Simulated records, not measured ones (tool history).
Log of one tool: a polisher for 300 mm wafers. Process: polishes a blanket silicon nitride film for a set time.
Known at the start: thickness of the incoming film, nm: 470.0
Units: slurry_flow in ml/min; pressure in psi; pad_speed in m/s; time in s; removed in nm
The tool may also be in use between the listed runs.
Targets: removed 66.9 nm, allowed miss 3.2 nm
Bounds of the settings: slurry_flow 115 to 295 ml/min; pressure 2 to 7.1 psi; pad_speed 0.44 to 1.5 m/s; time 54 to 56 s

run 1 hour=0 | slurry_flow=190 pressure=4.5 pad_speed=0.96 time=54 | removed=92.313
run 2 hour=4.5 | slurry_flow=190 pressure=5.6 pad_speed=0.96 time=54 | removed=114.42
run 3 hour=6.8 | slurry_flow=190 pressure=5.6 pad_speed=0.96 time=56 | removed=119.06
run 4 hour=10.5 | slurry_flow=190 pressure=5.6 pad_speed=0.74 time=56 | removed=97.171
run 5 hour=12.3 | slurry_flow=190 pressure=5.6 pad_speed=0.58 time=56 | removed=80.702
run 6 hour=18.9 | slurry_flow=190 pressure=5.5 pad_speed=0.58 time=56 | removed=79.92
-- hour=22.5 head pressure recalibrated
run 7 hour=22.5 | slurry_flow=190 pressure=5.4 pad_speed=0.58 time=56 | removed=83.796
run 8 hour=29 | slurry_flow=190 pressure=5.4 pad_speed=0.58 time=56 | removed=85.311
run 9 hour=34.1 | slurry_flow=190 pressure=5.2 pad_speed=0.56 time=56 | removed=80.819
run 10 hour=42.4 | slurry_flow=190 pressure=5.2 pad_speed=0.56 time=56 | removed=81.62
run 11 hour=46.9 | slurry_flow=190 pressure=5 pad_speed=0.54 time=56 | removed=74.478
run 12 hour=54.1 | slurry_flow=190 pressure=4.9 pad_speed=0.54 time=56 | removed=75.695
run 13 hour=59.5 | slurry_flow=190 pressure=4.8 pad_speed=0.54 time=56 | removed=72.169
run 14 hour=61.1 | slurry_flow=190 pressure=4.7 pad_speed=0.54 time=56 | removed=69.42

Exactly one of the 4 candidate moves below puts every result within its allowed miss. Which one?
run A hour=62.7 | slurry_flow=160 pressure=5.9 pad_speed=0.44 time=56 | removed=?
run B hour=62.7 | slurry_flow=160 pressure=4.8 pad_speed=0.5 time=56 | removed=?
run C hour=62.7 | slurry_flow=185 pressure=4.7 pad_speed=0.62 time=56 | removed=?
run D hour=62.7 | slurry_flow=255 pressure=4.8 pad_speed=0.56 time=56 | removed=?

move=A removed=74.949
move=B removed=66.844
move=C removed=77.251
move=D removed=75.758
A: moves away from the targets compared with the last run
B: all results land within tolerance of their targets
C: moves away from the targets compared with the last run
D: moves away from the targets compared with the last run
Answer: B
